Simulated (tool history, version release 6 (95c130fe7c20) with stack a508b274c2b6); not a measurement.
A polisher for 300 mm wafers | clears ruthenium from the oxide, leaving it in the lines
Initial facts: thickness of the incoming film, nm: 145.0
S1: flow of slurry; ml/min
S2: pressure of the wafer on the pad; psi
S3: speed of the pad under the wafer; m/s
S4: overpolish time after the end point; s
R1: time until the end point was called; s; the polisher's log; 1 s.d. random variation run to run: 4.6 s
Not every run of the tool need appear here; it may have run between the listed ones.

{"run": 1, "hour": 0.0, "S1": 180, "S2": 2.3, "S3": 0.76, "S4": 29, "R1": 163.98}
{"run": 2, "hour": 6.1, "S1": 180, "S2": 2.2, "S3": 0.74, "S4": 29, "R1": 173.5}
{"run": 3, "hour": 13.6, "S1": 180, "S2": 2.2, "S3": 0.74, "S4": 29, "R1": 176.56}
{"run": 4, "hour": 15.7, "S1": 180, "S2": 2.4, "S3": 0.74, "S4": 29, "R1": 162.68}
{"run": 5, "hour": 21.7, "S1": 180, "S2": 2.2, "S3": 0.72, "S4": 29, "R1": 184.27}
{"run": 6, "hour": 23.4, "S1": 180, "S2": 2.1, "S3": 0.72, "S4": 29, "R1": 195.97}
{"run": 7, "hour": 27.3, "S1": 180, "S2": 2.0, "S3": 0.72, "S4": 29, "R1": 200.7}
{"run": 8, "hour": 33.3, "S1": 180, "S2": 1.9, "S3": 0.72, "S4": 29, "R1": 209.35}
{"run": 9, "hour": 41.5, "S1": 180, "S2": 1.8, "S3": 0.72, "S4": 29, "R1": 219.22}
{"run": 10, "hour": 45.0, "S1": 180, "S2": 1.7, "S3": 0.72, "S4": 29, "R1": 231.14}
{"run": 11, "hour": 48.1, "S1": 180, "S2": 1.6, "S3": 0.72, "S4": 29, "R1": 242.43}
{"run": 12, "hour": 50.8, "S1": 180, "S2": 1.5, "S3": 0.72, "S4": 29, "R1": 263.01}
{"run": 13, "hour": 52.8, "S1": 180, "S2": 1.5, "S3": 0.72, "S4": 29, "R1": 260.4}
{"hour": 56.4, "done": "slurry nozzle cleaned"}
{"run": 14, "hour": 56.4, "S1": 180, "S2": 1.4, "S3": 0.72, "S4": 29, "R1": 250.38}
{"run": 15, "hour": 64.7, "S1": 180, "S2": 1.4, "S3": 0.7, "S4": 29, "R1": 260.14}
{"run": 16, "hour": 71.0, "S1": 175, "S2": 1.0, "S3": 0.6, "S4": 29, "R1": 407.49}
{"run": 17, "hour": 77.9, "S1": 180, "S2": 1.0, "S3": 0.6, "S4": 29, "R1": 408.89}
{"run": 18, "hour": 82.1, "S1": 180, "S2": 1.4, "S3": 0.6, "S4": 29, "R1": 300.0}

Estimate the outcome of run 19 from the log above:
{"run": 19, "hour": 90.2, "S1": 175, "S2": 1.1, "S3": 0.6, "S4": 29, "R1": "?"}

{"run 19": {"R1": 367.52}}
